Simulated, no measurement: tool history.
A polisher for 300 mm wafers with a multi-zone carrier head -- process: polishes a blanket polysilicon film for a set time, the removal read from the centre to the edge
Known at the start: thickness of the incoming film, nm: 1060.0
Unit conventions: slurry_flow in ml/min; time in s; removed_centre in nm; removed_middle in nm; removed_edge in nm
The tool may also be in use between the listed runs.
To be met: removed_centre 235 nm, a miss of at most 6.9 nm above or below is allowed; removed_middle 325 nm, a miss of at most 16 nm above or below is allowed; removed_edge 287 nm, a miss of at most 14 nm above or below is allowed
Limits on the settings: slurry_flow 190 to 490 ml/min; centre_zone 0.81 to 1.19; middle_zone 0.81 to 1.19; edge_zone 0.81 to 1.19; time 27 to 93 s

Run 1, hour 0: slurry_flow 315 ml/min, centre_zone 1, middle_zone 1, edge_zone 1, time 59 s. Result: removed_centre 398.5 nm, removed_middle 414.04 nm, removed_edge 416.27 nm.
Run 2, hour 0.9: slurry_flow 310 ml/min, centre_zone 0.96, middle_zone 1.02, edge_zone 0.98, time 55 s. Result: removed_centre 354.21 nm, removed_middle 392.26 nm, removed_edge 384.68 nm.
Run 3, hour 9.2: slurry_flow 310 ml/min, centre_zone 1.01, middle_zone 1.02, edge_zone 0.98, time 55 s. Result: removed_centre 369.51 nm, removed_middle 387.6 nm, removed_edge 380.86 nm.
Run 4, hour 10.7: slurry_flow 310 ml/min, centre_zone 1.01, middle_zone 1.02, edge_zone 1.06, time 55 s. Result: removed_centre 368.78 nm, removed_middle 393.84 nm, removed_edge 401.46 nm.
Run 5, hour 15.2: slurry_flow 310 ml/min, centre_zone 1.07, middle_zone 1.02, edge_zone 1.06, time 55 s. Result: removed_centre 391.93 nm, removed_middle 397.09 nm, removed_edge 384.06 nm.
Run 6, hour 23.5: slurry_flow 310 ml/min, centre_zone 1.07, middle_zone 1.02, edge_zone 1.06, time 67 s. Result: removed_centre 482.09 nm, removed_middle 464.46 nm, removed_edge 487.29 nm.
Run 7, hour 31.2: slurry_flow 305 ml/min, centre_zone 1.03, middle_zone 1.03, edge_zone 1.05, time 61 s. Result: removed_centre 419.55 nm, removed_middle 444.25 nm, removed_edge 429.75 nm.
Run 8, hour 38.3: slurry_flow 300 ml/min, centre_zone 1, middle_zone 1.03, edge_zone 1.04, time 57 s. Result: removed_centre 381.37 nm, removed_middle 414.58 nm, removed_edge 410.54 nm.
Run 9, hour 39.2: slurry_flow 300 ml/min, centre_zone 0.97, middle_zone 1.04, edge_zone 1.03, time 53 s. Result: removed_centre 350.73 nm, removed_middle 385.68 nm, removed_edge 372.61 nm.
Run 10, hour 43.8: slurry_flow 235 ml/min, centre_zone 0.87, middle_zone 1.14, edge_zone 1.13, time 36 s. Result: removed_centre 206.05 nm, removed_middle 274.84 nm, removed_edge 268.96 nm.
Run 11, hour 45.3: slurry_flow 255 ml/min, centre_zone 0.87, middle_zone 1.15, edge_zone 1.12, time 37 s. Result: removed_centre 217.14 nm, removed_middle 287.12 nm, removed_edge 267.49 nm.
Run 12, hour 51.7: slurry_flow 260 ml/min, centre_zone 0.87, middle_zone 1.16, edge_zone 1.12, time 38 s. Result: removed_centre 219.05 nm, removed_middle 291.4 nm, removed_edge 280.13 nm.
Run 13, hour 54.9: slurry_flow 265 ml/min, centre_zone 0.86, middle_zone 1.17, edge_zone 1.1, time 39 s. Result: removed_centre 220.24 nm, removed_middle 315.52 nm, removed_edge 290.2 nm.

Of the 4 settings listed for the next run, only one would bring every result within its allowed miss of target. Which one?
Run A, hour 58.1: slurry_flow 275 ml/min, centre_zone 0.96, middle_zone 1.1, edge_zone 1.06, time 39 s. Result: removed_centre ?, removed_middle ?, removed_edge ?.
Run B, hour 58.1: slurry_flow 325 ml/min, centre_zone 0.88, middle_zone 1.18, edge_zone 1.05, time 40 s. Result: removed_centre ?, removed_middle ?, removed_edge ?.
Run C, hour 58.1: slurry_flow 300 ml/min, centre_zone 0.81, middle_zone 1.19, edge_zone 1.04, time 40 s. Result: removed_centre ?, removed_middle ?, removed_edge ?.
Run D, hour 58.1: slurry_flow 330 ml/min, centre_zone 0.87, middle_zone 1.08, edge_zone 1.17, time 37 s. Result: removed_centre ?, removed_middle ?, removed_edge ?.

move  removed_centre  removed_middle  removed_edge
   A          247.12          289.94        284.75
   B          234.71             319        292.45
   C          214.83          320.04        290.05
   D          214.67          273.64        286.37
A: pushes the last run's worst result past its target
B: every result within its allowed miss
C: its largest miss is bigger than the last run's
D: its largest miss is bigger than the last run's
Answer: B

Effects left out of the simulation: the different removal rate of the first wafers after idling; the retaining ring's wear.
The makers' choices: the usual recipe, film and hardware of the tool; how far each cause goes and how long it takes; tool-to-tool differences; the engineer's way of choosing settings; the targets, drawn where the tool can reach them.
